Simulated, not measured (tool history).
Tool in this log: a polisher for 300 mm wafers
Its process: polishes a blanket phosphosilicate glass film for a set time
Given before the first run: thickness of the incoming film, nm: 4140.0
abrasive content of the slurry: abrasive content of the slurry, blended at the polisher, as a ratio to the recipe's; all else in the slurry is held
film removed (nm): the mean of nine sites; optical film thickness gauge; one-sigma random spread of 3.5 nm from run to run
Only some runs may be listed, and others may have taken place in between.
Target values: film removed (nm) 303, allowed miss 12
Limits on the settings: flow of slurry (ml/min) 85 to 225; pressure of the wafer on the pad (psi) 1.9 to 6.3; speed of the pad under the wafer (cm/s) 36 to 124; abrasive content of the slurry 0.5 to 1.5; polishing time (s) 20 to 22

run,day,flow of slurry (ml/min),pressure of the wafer on the pad (psi),speed of the pad under the wafer (cm/s),abrasive content of the slurry,polishing time (s),film removed (nm)
1,0,145,4.1,80,1,22,215.06
2,0.208,150,4.4,80,1,22,221.52
3,0.3,150,4.4,80,1,20,204.44
4,0.517,150,3.5,80,1,20,181.15
5,0.646,150,3.5,80,1,20,176.16
6,0.683,150,3.5,80,0.9,20,166.99
7,0.921,150,4.2,84,0.9,20,187.38
8,1.175,165,5.3,106,0.95,20,283.57
9,1.262,165,5.4,106,0.95,20,286.81
10,1.617,165,5.5,106,0.95,20,290.68

Which of these 5 next moves meets every target?
A,1.971,165,5.3,110,1,20,?
B,1.971,160,6.3,102,0.7,22,?
C,1.971,170,4.9,84,1.3,20,?
D,1.971,180,5.4,118,0.9,22,?
E,1.971,170,5.9,98,0.85,20,?

move,film removed (nm)
A,296.12
B,281.34
C,256.51
D,335.18
E,267.92
A: all results in spec
B: its largest miss is bigger than the last run's
C: its largest miss is bigger than the last run's
D: takes the biggest miss from the last run beyond its target
E: its largest miss is bigger than the last run's
A meets every target.

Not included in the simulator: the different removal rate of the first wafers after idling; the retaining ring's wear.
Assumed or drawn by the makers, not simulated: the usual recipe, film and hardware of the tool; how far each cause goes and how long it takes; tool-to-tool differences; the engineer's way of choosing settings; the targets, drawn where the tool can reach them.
